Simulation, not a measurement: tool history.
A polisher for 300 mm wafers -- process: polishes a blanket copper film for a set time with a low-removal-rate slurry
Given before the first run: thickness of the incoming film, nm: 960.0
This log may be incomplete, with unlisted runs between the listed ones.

| run | day | flow of slurry (ml/min) | pressure of the wafer on the pad (psi) | speed of the pad under the wafer (cm/s) | abrasive content of the slurry | polishing time (s) | film removed (angstrom) |
|---|---|---|---|---|---|---|---|
| 1 | 0 | 140 | 2.8 | 124 | 1 | 59 | 2413.2 |
| 2 | 0.362 | 135 | 2.5 | 124 | 1 | 59 | 2180.9 |
| 3 | 0.583 | 135 | 2.5 | 124 | 0.8 | 59 | 2111.8 |
| 4 | 0.788 | 135 | 2.5 | 124 | 0.9 | 59 | 2162.9 |
| 5 | 0.946 | 135 | 1.9 | 124 | 0.9 | 59 | 1808.2 |
| 6 | 1.029 | 130 | 1.8 | 124 | 0.9 | 59 | 1719.3 |
| 7 | 1.192 | 125 | 1.8 | 124 | 0.9 | 59 | 1705 |
| 8 | 1.246 | 120 | 1.8 | 124 | 0.9 | 59 | 1708.2 |

Run 9, settings as shown, results not yet in. Your forecast:
| 9 | 1.396 | 115 | 1.7 | 124 | 0.9 | 59 | ? |

{"run 9": {"film removed (angstrom)": 1605.8}}

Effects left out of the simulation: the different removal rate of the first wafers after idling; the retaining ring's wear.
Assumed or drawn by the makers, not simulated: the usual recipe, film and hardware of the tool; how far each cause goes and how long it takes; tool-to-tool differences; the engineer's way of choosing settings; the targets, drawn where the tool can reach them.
